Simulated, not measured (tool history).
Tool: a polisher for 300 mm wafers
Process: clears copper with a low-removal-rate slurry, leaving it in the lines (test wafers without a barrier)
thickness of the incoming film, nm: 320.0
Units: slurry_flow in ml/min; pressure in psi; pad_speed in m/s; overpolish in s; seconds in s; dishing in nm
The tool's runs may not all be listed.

Run 1, hour 0: slurry_flow 225 ml/min, pressure 2.5 psi, pad_speed 1.18 m/s, slurry_solids 1, overpolish 19 s. Result: seconds 119.56 s, dishing 35.211 nm.
Run 2, hour 1.7: slurry_flow 225 ml/min, pressure 2.3 psi, pad_speed 1.18 m/s, slurry_solids 1, overpolish 19 s. Result: seconds 128.12 s, dishing 32.37 nm.
Run 3, hour 6.8: slurry_flow 225 ml/min, pressure 2.2 psi, pad_speed 1.18 m/s, slurry_solids 1, overpolish 20 s. Result: seconds 135.03 s, dishing 32.142 nm.
Run 4, hour 10.7: slurry_flow 225 ml/min, pressure 2.5 psi, pad_speed 1.18 m/s, slurry_solids 1, overpolish 20 s. Result: seconds 118.95 s, dishing 36.416 nm.
Run 5, hour 16.5: slurry_flow 225 ml/min, pressure 2.7 psi, pad_speed 1.18 m/s, slurry_solids 1, overpolish 20 s. Result: seconds 108.56 s, dishing 38.054 nm.
Run 6, hour 22.9: slurry_flow 225 ml/min, pressure 2.7 psi, pad_speed 1.18 m/s, slurry_solids 1, overpolish 26 s. Result: seconds 109.18 s, dishing 46.241 nm.
Run 7, hour 28.2: slurry_flow 225 ml/min, pressure 2.5 psi, pad_speed 1.18 m/s, slurry_solids 1, overpolish 24 s. Result: seconds 121.67 s, dishing 41.233 nm.
Run 8, hour 34.7: slurry_flow 225 ml/min, pressure 2.3 psi, pad_speed 1.18 m/s, slurry_solids 1, overpolish 23 s. Result: seconds 126.14 s, dishing 37.774 nm.
Run 9, hour 41.7: slurry_flow 225 ml/min, pressure 2.1 psi, pad_speed 1.18 m/s, slurry_solids 1, overpolish 22 s. Result: seconds 141.37 s, dishing 34.448 nm.

Forecast run 10:
Run 10, hour 44.9: slurry_flow 225 ml/min, pressure 2 psi, pad_speed 1.18 m/s, slurry_solids 1, overpolish 21 s. Result: seconds ?, dishing ?.

Run 10 gave seconds 149.41 s, dishing 30.987 nm.
